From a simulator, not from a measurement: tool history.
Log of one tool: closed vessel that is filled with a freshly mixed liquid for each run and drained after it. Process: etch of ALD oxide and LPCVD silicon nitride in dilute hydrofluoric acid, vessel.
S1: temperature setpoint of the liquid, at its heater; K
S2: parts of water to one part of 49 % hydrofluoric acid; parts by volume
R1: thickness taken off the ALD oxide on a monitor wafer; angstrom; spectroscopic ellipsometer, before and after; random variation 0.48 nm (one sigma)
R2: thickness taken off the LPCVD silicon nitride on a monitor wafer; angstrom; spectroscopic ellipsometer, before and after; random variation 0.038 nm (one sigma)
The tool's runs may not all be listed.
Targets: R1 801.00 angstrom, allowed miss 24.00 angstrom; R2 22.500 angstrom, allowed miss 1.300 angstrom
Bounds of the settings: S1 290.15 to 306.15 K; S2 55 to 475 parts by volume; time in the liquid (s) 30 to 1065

run 1 hour=0.0 | S1=298.15 S2=265 time_in_the_liquid_(s)=545 | R1=413.80 R2=13.692
run 2 hour=8.1 | S1=298.15 S2=170 time_in_the_liquid_(s)=545 | R1=715.46 R2=20.501
run 3 hour=17.6 | S1=298.15 S2=165 time_in_the_liquid_(s)=540 | R1=735.68 R2=20.708
run 4 hour=20.1 | S1=296.65 S2=165 time_in_the_liquid_(s)=540 | R1=689.20 R2=19.675
run 5 hour=25.7 | S1=296.65 S2=165 time_in_the_liquid_(s)=425 | R1=545.83 R2=15.196
run 6 hour=30.2 | S1=296.65 S2=220 time_in_the_liquid_(s)=425 | R1=389.91 R2=11.472
run 7 hour=35.7 | S1=298.15 S2=200 time_in_the_liquid_(s)=415 | R1=448.08 R2=13.891
run 8 hour=38.6 | S1=298.15 S2=180 time_in_the_liquid_(s)=410 | R1=506.41 R2=14.622
run 9 hour=42.3 | S1=299.15 S2=165 time_in_the_liquid_(s)=400 | R1=569.63 R2=17.139
run 10 hour=44.1 | S1=299.15 S2=150 time_in_the_liquid_(s)=395 | R1=627.44 R2=18.464
-- hour=46.8 hydrofluoric acid flow meter replaced
run 11 hour=46.8 | S1=299.15 S2=140 time_in_the_liquid_(s)=390 | R1=632.02 R2=18.615
run 12 hour=48.0 | S1=299.15 S2=130 time_in_the_liquid_(s)=385 | R1=681.24 R2=19.266
run 13 hour=55.6 | S1=299.15 S2=125 time_in_the_liquid_(s)=380 | R1=699.28 R2=19.125
run 14 hour=64.3 | S1=299.65 S2=120 time_in_the_liquid_(s)=380 | R1=743.34 R2=21.578

5 next moves are on the table. One of them brings every result within its allowed miss. Which?
run A hour=73.0 | S1=300.15 S2=180 time_in_the_liquid_(s)=640 | R1=? R2=?
run B hour=73.0 | S1=300.15 S2=125 time_in_the_liquid_(s)=455 | R1=? R2=?
run C hour=73.0 | S1=301.15 S2=155 time_in_the_liquid_(s)=550 | R1=? R2=?
run D hour=73.0 | S1=297.65 S2=145 time_in_the_liquid_(s)=545 | R1=? R2=?
run E hour=73.0 | S1=301.65 S2=140 time_in_the_liquid_(s)=485 | R1=? R2=?

move=A R1=789.41 R2=24.608
move=B R1=864.31 R2=25.207
move=C R1=842.13 R2=26.151
move=D R1=792.16 R2=22.197
move=E R1=853.42 R2=26.356
A: brings the result that was furthest off to its target, and leaves another outside
B: takes the result that was furthest off past its target
C: takes the result that was furthest off past its target
D: meets every target
E: takes the result that was furthest off past its target
The right move is D.
